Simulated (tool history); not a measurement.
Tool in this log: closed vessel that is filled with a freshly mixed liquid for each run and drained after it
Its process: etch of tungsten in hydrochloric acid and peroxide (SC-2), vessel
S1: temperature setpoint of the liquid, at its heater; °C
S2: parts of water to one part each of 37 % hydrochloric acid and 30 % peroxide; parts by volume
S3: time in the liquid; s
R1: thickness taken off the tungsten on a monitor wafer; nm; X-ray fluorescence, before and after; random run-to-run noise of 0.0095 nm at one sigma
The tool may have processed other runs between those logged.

| run | hour | S1 | S2 | S3 | R1 |
|---|---|---|---|---|---|
| 1 | 0 | 46 | 7 | 30 | 3.7496 |
| 2 | 7.7 | 45 | 7 | 30 | 3.4961 |
| 3 | 13.9 | 45 | 5.5 | 30 | 4.1896 |
| 4 | 19.1 | 43.5 | 5.5 | 30 | 3.8089 |
| 5 | 26.4 | 43.5 | 5.5 | 30 | 3.7842 |
| 6 | 35.4 | 43.5 | 5.5 | 30 | 3.7879 |
| 7 | 39.4 | 42.5 | 5.5 | 30 | 3.5216 |

What will run 8 give?
| 8 | 46.6 | 41.5 | 5.5 | 30 | ? |

R1: 3.3009 nm
